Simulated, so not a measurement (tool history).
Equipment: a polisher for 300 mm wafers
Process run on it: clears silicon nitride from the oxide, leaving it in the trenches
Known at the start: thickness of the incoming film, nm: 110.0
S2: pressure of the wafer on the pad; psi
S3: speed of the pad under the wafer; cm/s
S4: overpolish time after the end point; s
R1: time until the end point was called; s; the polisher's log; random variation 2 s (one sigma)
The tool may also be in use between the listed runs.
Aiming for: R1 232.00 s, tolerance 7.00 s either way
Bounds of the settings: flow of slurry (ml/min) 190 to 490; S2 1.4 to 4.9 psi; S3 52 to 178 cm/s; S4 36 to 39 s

run 1 hour=0.0 | flow_of_slurry_(ml/min)=315 S2=3.1 S3=114 S4=36 | R1=122.58
run 2 hour=6.4 | flow_of_slurry_(ml/min)=290 S2=3.1 S3=114 S4=36 | R1=122.41
run 3 hour=10.4 | flow_of_slurry_(ml/min)=290 S2=2.4 S3=114 S4=36 | R1=155.60
run 4 hour=11.0 | flow_of_slurry_(ml/min)=290 S2=2.1 S3=112 S4=36 | R1=183.91
run 5 hour=16.4 | flow_of_slurry_(ml/min)=290 S2=2.1 S3=112 S4=36 | R1=182.78
run 6 hour=17.4 | flow_of_slurry_(ml/min)=290 S2=2.8 S3=112 S4=36 | R1=138.60
run 7 hour=23.0 | flow_of_slurry_(ml/min)=290 S2=2.3 S3=112 S4=36 | R1=167.18
run 8 hour=28.1 | flow_of_slurry_(ml/min)=290 S2=2.0 S3=112 S4=36 | R1=190.18
run 9 hour=33.7 | flow_of_slurry_(ml/min)=290 S2=1.8 S3=112 S4=36 | R1=212.17
run 10 hour=41.6 | flow_of_slurry_(ml/min)=290 S2=1.7 S3=112 S4=36 | R1=224.98

Below are 5 possible settings for the next run. Only one of them brings all results inside the allowed miss of their targets. Which is it?
run A hour=49.5 | flow_of_slurry_(ml/min)=190 S2=1.6 S3=126 S4=36 | R1=?
run B hour=49.5 | flow_of_slurry_(ml/min)=265 S2=2.1 S3=80 S4=36 | R1=?
run C hour=49.5 | flow_of_slurry_(ml/min)=355 S2=2.0 S3=96 S4=36 | R1=?
run D hour=49.5 | flow_of_slurry_(ml/min)=380 S2=1.9 S3=92 S4=36 | R1=?
run E hour=49.5 | flow_of_slurry_(ml/min)=300 S2=1.9 S3=110 S4=39 | R1=?

move=A R1=221.93
move=B R1=251.26
move=C R1=219.49
move=D R1=238.37
move=E R1=206.23
A: further off than the last run
B: takes the result that was furthest off past its target
C: further off than the last run
D: meets every target
E: further off than the last run
The move that meets every target is D.

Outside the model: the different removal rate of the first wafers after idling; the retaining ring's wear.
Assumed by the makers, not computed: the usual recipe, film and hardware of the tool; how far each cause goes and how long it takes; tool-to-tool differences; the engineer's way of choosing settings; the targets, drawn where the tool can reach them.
